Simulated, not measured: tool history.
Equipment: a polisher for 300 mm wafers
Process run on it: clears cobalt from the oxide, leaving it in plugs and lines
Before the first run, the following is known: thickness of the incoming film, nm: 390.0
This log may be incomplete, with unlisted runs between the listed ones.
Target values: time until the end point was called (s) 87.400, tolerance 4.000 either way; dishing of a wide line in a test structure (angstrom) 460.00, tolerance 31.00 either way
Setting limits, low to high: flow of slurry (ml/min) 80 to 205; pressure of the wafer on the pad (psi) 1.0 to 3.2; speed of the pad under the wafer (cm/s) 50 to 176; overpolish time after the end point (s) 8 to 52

run    day  flow of slurry (ml/min)  pressure of the wafer on the pad (psi)  speed of the pad under the wafer (cm/s)  overpolish time after the end point (s)  time until the end point was called (s)  dishing of a wide line in a test structure (angstrom)
  1  0.000                      135                                     2.1                                      112                                       26                                   69.276                                                 674.39
  2  0.308                      135                                     1.8                                      112                                       26                                   77.770                                                 657.54
  3  0.612                      130                                     1.8                                      108                                       20                                   81.272                                                 570.42
  4  0.721                      130                                     1.8                                      108                                       16                                   81.681                                                 492.80
  5  0.808                      130                                     1.8                                      108                                       15                                   84.117                                                 481.84
  6  0.933                      130                                     1.8                                       88                                       15                                   99.624                                                 418.93
  7  1.192                      140                                     2.1                                       90                                       19                                   81.469                                                 544.83
  8  1.554                      130                                     2.1                                       90                                       18                                   82.892                                                 513.71
  9  1.758                      125                                     2.1                                       90                                       17                                   85.244                                                 501.33

Which one of the following 5 next-run settings gets every result inside its allowed miss? There is exactly one.
  A  1.962                      135                                     1.9                                      106                                       14                                        ?                                                      ?
  B  1.962                      115                                     1.9                                       96                                       24                                        ?                                                      ?
  C  1.962                       85                                     2.4                                       86                                       15                                        ?                                                      ?
  D  1.962                      100                                     2.3                                       94                                       16                                        ?                                                      ?
  E  1.962                      130                                     2.0                                       84                                       25                                        ?                                                      ?

move  time until the end point was called (s)  dishing of a wide line in a test structure (angstrom)
   A                                   78.023                                                 472.81
   B                                   89.087                                                 586.73
   C                                   86.430                                                 463.28
   D                                   78.461                                                 508.94
   E                                   93.673                                                 584.67
A: puts the biggest miss on target and leaves a different result outside tolerance
B: further off than the last run
C: every result lands within tolerance
D: further off than the last run
E: further off than the last run
The right move is C.
